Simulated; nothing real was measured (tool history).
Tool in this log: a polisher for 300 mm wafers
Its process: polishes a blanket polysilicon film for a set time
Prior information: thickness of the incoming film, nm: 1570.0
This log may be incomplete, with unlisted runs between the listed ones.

| run | day | flow of slurry (ml/min) | pressure of the wafer on the pad (kPa) | speed of the pad under the wafer (cm/s) | polishing time (s) | film removed (nm) |
|---|---|---|---|---|---|---|
| 1 | 0.000 | 225 | 15.9 | 124 | 57 | 515.19 |
| 2 | 0.033 | 225 | 15.2 | 124 | 57 | 499.03 |
| 3 | 0.062 | 225 | 15.2 | 124 | 57 | 493.10 |
| 4 | 0.250 | 225 | 15.2 | 124 | 57 | 501.67 |
| 5 | 0.512 | 250 | 15.2 | 124 | 57 | 497.70 |
| 6 | 0.738 | 250 | 15.2 | 124 | 60 | 525.20 |

Run 7 comes next. What will it give?
| 7 | 0.958 | 250 | 14.5 | 124 | 60 | ? |

film removed (nm): 516.07

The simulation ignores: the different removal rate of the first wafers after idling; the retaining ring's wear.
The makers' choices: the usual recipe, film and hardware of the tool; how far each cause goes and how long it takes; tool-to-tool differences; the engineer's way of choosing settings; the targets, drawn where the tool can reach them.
